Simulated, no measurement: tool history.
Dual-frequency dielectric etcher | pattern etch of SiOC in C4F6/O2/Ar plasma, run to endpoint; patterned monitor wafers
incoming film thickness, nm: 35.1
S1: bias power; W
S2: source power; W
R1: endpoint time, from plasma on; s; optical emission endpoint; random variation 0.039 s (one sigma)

Run 1, day 0.000: S1 478 W, S2 450 W. Result: R1 11.429 s.
Run 2, day 0.267: S1 519 W, S2 460 W. Result: R1 11.016 s.
Run 3, day 0.588: S1 519 W, S2 530 W. Result: R1 10.380 s.
Run 4, day 0.692: S1 531 W, S2 530 W. Result: R1 10.353 s.
Run 5, day 0.958: S1 485 W, S2 530 W. Result: R1 10.597 s.
Run 6, day 1.162: S1 505 W, S2 540 W. Result: R1 10.423 s.
Run 7, day 1.533: S1 519 W, S2 540 W. Result: R1 10.323 s.

Forecast run 8:
Run 8, day 1.642: S1 530 W, S2 540 W. Result: R1 ?.

Run 8 gave R1 10.277 s.

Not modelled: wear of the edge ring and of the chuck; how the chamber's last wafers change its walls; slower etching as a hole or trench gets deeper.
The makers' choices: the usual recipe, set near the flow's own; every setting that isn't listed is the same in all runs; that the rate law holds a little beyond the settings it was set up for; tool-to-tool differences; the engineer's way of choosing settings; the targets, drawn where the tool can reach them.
